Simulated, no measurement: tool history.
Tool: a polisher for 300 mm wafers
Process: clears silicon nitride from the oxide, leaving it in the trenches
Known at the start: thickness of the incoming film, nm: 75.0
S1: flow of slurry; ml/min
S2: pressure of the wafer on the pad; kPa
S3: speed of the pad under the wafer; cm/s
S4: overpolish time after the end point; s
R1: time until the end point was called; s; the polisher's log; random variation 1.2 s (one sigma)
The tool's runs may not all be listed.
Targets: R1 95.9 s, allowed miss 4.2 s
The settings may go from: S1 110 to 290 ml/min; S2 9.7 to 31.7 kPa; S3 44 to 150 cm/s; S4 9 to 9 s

Run 1, day 0: S1 185 ml/min, S2 20.7 kPa, S3 96 cm/s, S4 9 s. Result: R1 73.791 s.
Run 2, day 0.338: S1 185 ml/min, S2 20.7 kPa, S3 96 cm/s, S4 9 s. Result: R1 72.708 s.
Run 3, day 0.617: S1 185 ml/min, S2 20 kPa, S3 96 cm/s, S4 9 s. Result: R1 75.558 s.
Run 4, day 0.762: S1 185 ml/min, S2 22.8 kPa, S3 96 cm/s, S4 9 s. Result: R1 64.571 s.
Run 5, day 1.054: S1 185 ml/min, S2 21.4 kPa, S3 96 cm/s, S4 9 s. Result: R1 70.976 s.
Run 6, day 1.342: S1 140 ml/min, S2 21.4 kPa, S3 96 cm/s, S4 9 s. Result: R1 73.966 s.
Run 7, day 1.371: S1 140 ml/min, S2 20.7 kPa, S3 96 cm/s, S4 9 s. Result: R1 76.053 s.
Run 8, day 1.475: S1 140 ml/min, S2 15.2 kPa, S3 94 cm/s, S4 9 s. Result: R1 105.82 s.

4 next moves are on the table. One of them brings every result within its allowed miss. Which?
Run A, day 1.579: S1 140 ml/min, S2 14.5 kPa, S3 90 cm/s, S4 9 s. Result: R1 ?.
Run B, day 1.579: S1 115 ml/min, S2 16.5 kPa, S3 72 cm/s, S4 9 s. Result: R1 ?.
Run C, day 1.579: S1 150 ml/min, S2 15.9 kPa, S3 84 cm/s, S4 9 s. Result: R1 ?.
Run D, day 1.579: S1 145 ml/min, S2 13.8 kPa, S3 116 cm/s, S4 9 s. Result: R1 ?.

move      R1
   A  112.85
   B  124.31
   C  107.79
   D  95.076
A: further off than the last run
B: further off than the last run
C: further off than the last run
D: meets every target
Move D is the one to make.
